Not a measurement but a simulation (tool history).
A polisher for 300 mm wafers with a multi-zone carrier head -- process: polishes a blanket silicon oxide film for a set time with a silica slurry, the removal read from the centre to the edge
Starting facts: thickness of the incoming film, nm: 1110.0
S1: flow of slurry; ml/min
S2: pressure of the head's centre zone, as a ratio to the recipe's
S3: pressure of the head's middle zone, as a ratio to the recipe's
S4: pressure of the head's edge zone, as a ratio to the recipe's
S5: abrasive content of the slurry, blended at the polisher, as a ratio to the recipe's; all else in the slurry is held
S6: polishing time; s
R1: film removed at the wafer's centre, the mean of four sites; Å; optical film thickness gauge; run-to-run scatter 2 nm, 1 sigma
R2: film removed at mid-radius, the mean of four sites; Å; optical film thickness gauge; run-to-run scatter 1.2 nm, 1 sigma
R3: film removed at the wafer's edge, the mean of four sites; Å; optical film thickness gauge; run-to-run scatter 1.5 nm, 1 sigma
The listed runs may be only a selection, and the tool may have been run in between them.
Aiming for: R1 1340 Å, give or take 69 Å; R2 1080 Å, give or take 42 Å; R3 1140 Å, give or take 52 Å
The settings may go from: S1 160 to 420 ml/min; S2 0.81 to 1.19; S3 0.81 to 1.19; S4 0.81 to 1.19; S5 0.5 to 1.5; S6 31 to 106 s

run	hour	S1	S2	S3	S4	S5	S6	R1	R2	R3
1	0	270	1	1	1	1	68	1445.4	1393.9	1426.7
2	2.1	270	1.07	1	1	1	68	1523.2	1388.3	1411.3
3	5.4	270	1.07	1	1	0.9	68	1483	1324.5	1360.9
4	10.9	270	1.07	0.92	1	0.9	68	1450.9	1233.1	1355.3
5	18.6	230	1.07	0.92	1	0.9	68	1412.7	1200.5	1371.7
6	25.5	230	1.01	0.92	1	0.9	68	1354.5	1201.1	1323.1
7	26.7	245	1.03	0.9	0.95	0.85	68	1367.9	1173.5	1253.9
8	30.2	240	1.03	0.88	0.93	0.85	68	1328.9	1138.3	1229.2
9	30.8	240	1.04	0.86	0.9	0.85	68	1357.5	1131.1	1216.6
10	32.1	235	1.06	0.84	0.84	0.75	68	1286	1029.6	1139.4

Consider the 5 candidate settings below. Which is the only one whose results all fall within their allowed miss of target?
A	33.4	190	1.08	0.81	1.03	0.6	75	?	?	?
B	33.4	325	1.05	0.85	0.81	0.7	70	?	?	?
C	33.4	185	0.96	0.89	0.91	0.65	77	?	?	?
D	33.4	230	1.15	0.81	1.01	0.5	78	?	?	?
E	33.4	210	1.01	0.86	0.84	0.9	63	?	?	?

move	R1	R2	R3
A	1288.7	954.25	1201.8
B	1359.5	1069.1	1137.7
C	1216.7	1096.9	1204.8
D	1344	930.69	1152.8
E	1245.9	1035	1122.3
A: further off than the last run
B: each result inside its tolerance
C: brings the result that was furthest off to its target, and leaves another outside
D: further off than the last run
E: further off than the last run
B is the move that brings every result within its allowed miss.
